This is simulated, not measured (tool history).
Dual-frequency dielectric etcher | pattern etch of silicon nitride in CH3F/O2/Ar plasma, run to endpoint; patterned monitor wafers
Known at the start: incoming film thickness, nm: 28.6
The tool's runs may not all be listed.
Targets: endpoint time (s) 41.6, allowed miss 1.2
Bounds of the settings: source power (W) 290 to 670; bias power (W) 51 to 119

run,hour,source power (W),bias power (W),endpoint time (s)
1,0,480,85,34.748
2,7.5,420,85,36.622
3,10.9,410,84,37.243
4,17.5,410,93,36.641
5,23.7,330,93,39.184
6,25.6,330,105,37.542
7,28.9,330,103,38.451
8,29.8,330,101,37.826
9,32.6,330,99,38.121

4 next moves are on the table. One of them brings every result within its allowed miss. Which?
A,35.4,310,84,?
B,35.4,380,108,?
C,35.4,340,110,?
D,35.4,330,109,?

move,endpoint time (s)
A,41.27
B,35.391
C,36.648
D,37.161
A: meets every target
B: further off than the last run
C: further off than the last run
D: further off than the last run
The right move is A.
